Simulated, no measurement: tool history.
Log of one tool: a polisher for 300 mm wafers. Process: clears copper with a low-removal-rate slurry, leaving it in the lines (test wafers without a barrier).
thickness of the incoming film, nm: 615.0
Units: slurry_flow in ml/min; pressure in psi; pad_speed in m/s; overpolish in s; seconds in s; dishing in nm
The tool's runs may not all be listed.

run	day	slurry_flow	pressure	pad_speed	slurry_solids	overpolish	seconds	dishing
1	0	195	3.8	1.06	1	19	150.87	51.619
2	0.188	195	3.8	0.92	1	19	167.94	47.448
3	0.225	195	3.7	0.92	1	20	174.1	47.93
4	0.571	195	3.6	0.92	1	21	179.27	48.799
5	0.658	220	3.6	0.92	1	21	177.41	48.578
6	0.696	220	4.2	0.92	1	21	156.81	55.174
7	0.867	220	4.1	0.92	1	21	158.03	54.847
8	0.992	220	4	0.92	1	21	160.81	53.307

Run 9 comes next. What will it give?
9	1.288	220	3.9	0.92	1	21	?	?

seconds: 167.14 s
dishing: 51.487 nm

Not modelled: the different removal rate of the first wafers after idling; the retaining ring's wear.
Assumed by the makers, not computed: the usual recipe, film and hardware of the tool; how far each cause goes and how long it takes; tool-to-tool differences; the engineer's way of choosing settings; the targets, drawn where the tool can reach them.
